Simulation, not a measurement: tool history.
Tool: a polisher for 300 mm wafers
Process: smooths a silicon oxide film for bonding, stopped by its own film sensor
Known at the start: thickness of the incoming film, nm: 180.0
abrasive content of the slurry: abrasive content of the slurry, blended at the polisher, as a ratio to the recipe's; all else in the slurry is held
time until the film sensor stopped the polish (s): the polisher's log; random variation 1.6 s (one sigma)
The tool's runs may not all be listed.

run	hour	flow of slurry (ml/min)	pressure of the wafer on the pad (psi)	speed of the pad under the wafer (m/s)	abrasive content of the slurry	target thickness at which the film sensor stops the polish (angstrom)	time until the film sensor stopped the polish (s)
1	0.0	285	2.6	0.80	1.00	1440	51.154
2	8.0	285	2.4	0.78	1.00	1440	56.565
3	16.4	285	2.4	0.78	1.15	1440	54.549
4	21.7	285	2.2	0.76	1.15	1440	59.577
5	30.2	285	2.2	0.88	1.15	1440	52.764
6	36.6	285	2.2	0.88	1.05	1440	53.790
7	42.0	285	2.1	0.84	1.05	1440	60.686
8	50.5	285	2.0	0.82	1.05	1440	62.936

Run 9 comes next. What will it give?
9	55.8	285	1.9	0.80	1.05	1440	?

{"run 9": {"time until the film sensor stopped the polish (s)": 66.285}}

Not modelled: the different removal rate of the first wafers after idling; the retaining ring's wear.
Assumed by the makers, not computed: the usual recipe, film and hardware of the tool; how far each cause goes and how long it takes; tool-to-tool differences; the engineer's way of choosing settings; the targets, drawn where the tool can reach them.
